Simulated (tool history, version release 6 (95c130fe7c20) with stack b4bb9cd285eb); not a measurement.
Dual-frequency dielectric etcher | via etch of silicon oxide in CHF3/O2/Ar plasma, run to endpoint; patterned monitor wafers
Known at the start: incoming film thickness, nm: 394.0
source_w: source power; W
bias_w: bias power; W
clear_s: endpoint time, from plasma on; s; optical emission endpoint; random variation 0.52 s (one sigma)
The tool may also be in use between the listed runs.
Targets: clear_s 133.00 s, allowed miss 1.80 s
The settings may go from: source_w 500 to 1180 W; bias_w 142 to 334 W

Run 1, day 0.000: source_w 840 W, bias_w 238 W. Result: clear_s 155.84 s.
Run 2, day 0.075: source_w 840 W, bias_w 219 W. Result: clear_s 160.86 s.
Run 3, day 0.179: source_w 960 W, bias_w 219 W. Result: clear_s 148.79 s.
Run 4, day 0.233: source_w 990 W, bias_w 220 W. Result: clear_s 147.34 s.
Run 5, day 0.504: source_w 1060 W, bias_w 220 W. Result: clear_s 142.29 s.
Run 6, day 0.692: source_w 1060 W, bias_w 187 W. Result: clear_s 150.78 s.
Run 7, day 0.875: source_w 1080 W, bias_w 194 W. Result: clear_s 147.88 s.
Run 8, day 0.904: source_w 1100 W, bias_w 200 W. Result: clear_s 143.96 s.
Run 9, day 1.275: source_w 1120 W, bias_w 204 W. Result: clear_s 143.12 s.
Run 10, day 1.346: source_w 1130 W, bias_w 210 W. Result: clear_s 141.06 s.
Run 11, day 1.450: source_w 1140 W, bias_w 215 W. Result: clear_s 138.67 s.
Run 12, day 1.750: source_w 1150 W, bias_w 218 W. Result: clear_s 136.98 s.

Which of these 4 next moves meets every target?
Run A, day 2.050: source_w 1180 W, bias_w 250 W. Result: clear_s ?.
Run B, day 2.050: source_w 1150 W, bias_w 239 W. Result: clear_s ?.
Run C, day 2.050: source_w 1180 W, bias_w 252 W. Result: clear_s ?.
Run D, day 2.050: source_w 1170 W, bias_w 262 W. Result: clear_s ?.

move  clear_s
   A   130.47
   B   134.14
   C   130.11
   D   128.84
A: takes the result that was furthest off past its target
B: meets every target
C: takes the result that was furthest off past its target
D: takes the result that was furthest off past its target
The right move is B.
